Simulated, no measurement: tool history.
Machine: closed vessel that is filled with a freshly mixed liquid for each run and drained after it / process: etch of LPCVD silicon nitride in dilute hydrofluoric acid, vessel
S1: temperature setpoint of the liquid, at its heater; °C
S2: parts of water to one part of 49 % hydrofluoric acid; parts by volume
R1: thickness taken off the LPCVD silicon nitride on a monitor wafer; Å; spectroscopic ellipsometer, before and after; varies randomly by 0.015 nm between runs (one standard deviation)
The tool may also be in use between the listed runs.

run 1 hour=0 | S1=22 S2=100 time_in_the_liquid_(s)=455 | R1=21.334
run 2 hour=4.7 | S1=22 S2=75 time_in_the_liquid_(s)=455 | R1=28.292
run 3 hour=6.9 | S1=21 S2=80 time_in_the_liquid_(s)=455 | R1=25.231
run 4 hour=14.2 | S1=23.5 S2=80 time_in_the_liquid_(s)=455 | R1=29.976
run 5 hour=22.5 | S1=21.5 S2=80 time_in_the_liquid_(s)=455 | R1=26.037
run 6 hour=29.2 | S1=20.5 S2=85 time_in_the_liquid_(s)=455 | R1=23.047
run 7 hour=38.8 | S1=19.5 S2=90 time_in_the_liquid_(s)=455 | R1=20.535

Estimate the outcome of run 8 from the log above:
run 8 hour=40.8 | S1=19 S2=95 time_in_the_liquid_(s)=455 | R1=?

{"run 8": {"R1": 18.218}}

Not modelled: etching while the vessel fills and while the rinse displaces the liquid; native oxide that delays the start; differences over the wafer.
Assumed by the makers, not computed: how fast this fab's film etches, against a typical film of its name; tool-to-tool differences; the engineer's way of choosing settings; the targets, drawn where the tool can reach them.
